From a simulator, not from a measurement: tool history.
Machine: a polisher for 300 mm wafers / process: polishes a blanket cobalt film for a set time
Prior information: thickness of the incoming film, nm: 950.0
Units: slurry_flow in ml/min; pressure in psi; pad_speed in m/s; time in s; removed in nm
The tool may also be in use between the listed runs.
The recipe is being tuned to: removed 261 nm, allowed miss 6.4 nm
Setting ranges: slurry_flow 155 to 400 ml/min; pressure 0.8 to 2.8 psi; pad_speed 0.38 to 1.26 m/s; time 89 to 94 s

run	hour	slurry_flow	pressure	pad_speed	time	removed
1	0	255	1.8	0.82	89	301.78
2	3.6	250	1.7	0.82	89	281.89
3	4.6	245	1.7	0.82	89	280.75
4	10.1	200	1.7	0.82	89	278.03
5	12.4	200	1.7	0.96	89	307.24
6	16	200	1.7	1.04	89	320.93
7	25	190	1.3	1.04	89	248.25
8	33.9	200	1.3	1.04	89	244.74
9	35	205	1.3	1.04	89	247.54

Exactly one of the 5 candidate moves below puts every result within its allowed miss. Which one?
A	36.1	245	1.3	0.98	91	?
B	36.1	300	1.2	1.08	89	?
C	36.1	275	1.2	1.1	89	?
D	36.1	225	1.3	1.02	94	?
E	36.1	250	1.5	0.98	89	?

move	removed
A	246.8
B	242.24
C	243.52
D	259.62
E	277.48
A: misses by more than the last run did
B: misses by more than the last run did
C: misses by more than the last run did
D: in spec on every target
E: moves the result that the last run missed by most past its target, out the other side
D meets every target.
